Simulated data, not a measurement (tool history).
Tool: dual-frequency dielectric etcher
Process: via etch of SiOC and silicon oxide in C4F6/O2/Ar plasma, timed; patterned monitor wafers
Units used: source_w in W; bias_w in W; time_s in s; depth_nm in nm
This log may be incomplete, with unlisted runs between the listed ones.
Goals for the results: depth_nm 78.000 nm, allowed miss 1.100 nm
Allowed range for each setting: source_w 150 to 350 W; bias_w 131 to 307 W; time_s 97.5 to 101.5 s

| run | hour | source_w | bias_w | time_s | depth_nm |
|---|---|---|---|---|---|
| 1 | 0.0 | 250 | 219 | 97.5 | 100.670 |
| 2 | 7.5 | 250 | 185 | 97.5 | 96.896 |
| 3 | 8.7 | 250 | 185 | 97.5 | 96.437 |
| 4 | 9.9 | 220 | 170 | 97.5 | 89.976 |
| 5 | 15.2 | 200 | 163 | 97.5 | 85.445 |
| 6 | 23.9 | 200 | 163 | 101.5 | 88.660 |
| 7 | 32.5 | 190 | 157 | 101.5 | 86.756 |
| 8 | 39.2 | 150 | 131 | 100.0 | 74.686 |
| 9 | 42.9 | 160 | 131 | 100.0 | 76.440 |

Exercise: of the 5 proposed moves below, exactly one satisfies all targets within the stated allowed misses. Which move is it?
| A | 46.6 | 150 | 132 | 99.0 | ? |
| B | 46.6 | 150 | 133 | 99.5 | ? |
| C | 46.6 | 150 | 131 | 101.5 | ? |
| D | 46.6 | 160 | 134 | 101.0 | ? |
| E | 46.6 | 150 | 131 | 101.0 | ? |

| move | depth_nm |
|---|---|
| A | 74.295 |
| B | 74.805 |
| C | 76.035 |
| D | 77.978 |
| E | 75.660 |
A: the biggest miss grows against the last run
B: the biggest miss grows against the last run
C: the biggest miss grows against the last run
D: every result within its allowed miss
E: the biggest miss grows against the last run
The move that meets every target is D.
